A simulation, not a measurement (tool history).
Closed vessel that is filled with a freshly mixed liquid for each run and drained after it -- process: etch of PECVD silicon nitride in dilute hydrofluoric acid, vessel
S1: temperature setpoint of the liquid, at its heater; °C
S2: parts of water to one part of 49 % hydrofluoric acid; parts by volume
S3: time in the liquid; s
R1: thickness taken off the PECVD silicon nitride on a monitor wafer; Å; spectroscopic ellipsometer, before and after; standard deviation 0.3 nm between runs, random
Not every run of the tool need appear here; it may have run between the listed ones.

run 1 hour=0.0 | S1=25.0 S2=75 S3=2160 | R1=438.06
run 2 hour=5.2 | S1=26.0 S2=75 S3=2160 | R1=463.68
run 3 hour=7.9 | S1=23.0 S2=75 S3=2160 | R1=386.00
run 4 hour=10.8 | S1=26.0 S2=75 S3=2160 | R1=467.98
run 5 hour=16.7 | S1=26.0 S2=105 S3=2160 | R1=335.18
run 6 hour=19.3 | S1=26.0 S2=85 S3=2160 | R1=412.47
run 7 hour=24.2 | S1=27.5 S2=85 S3=2160 | R1=453.87
run 8 hour=27.9 | S1=31.5 S2=85 S3=2160 | R1=587.21
run 9 hour=35.2 | S1=32.0 S2=85 S3=2160 | R1=602.90

Predict the results of run 10:
run 10 hour=42.3 | S1=32.5 S2=85 S3=2160 | R1=?

R1: 626.33 Å
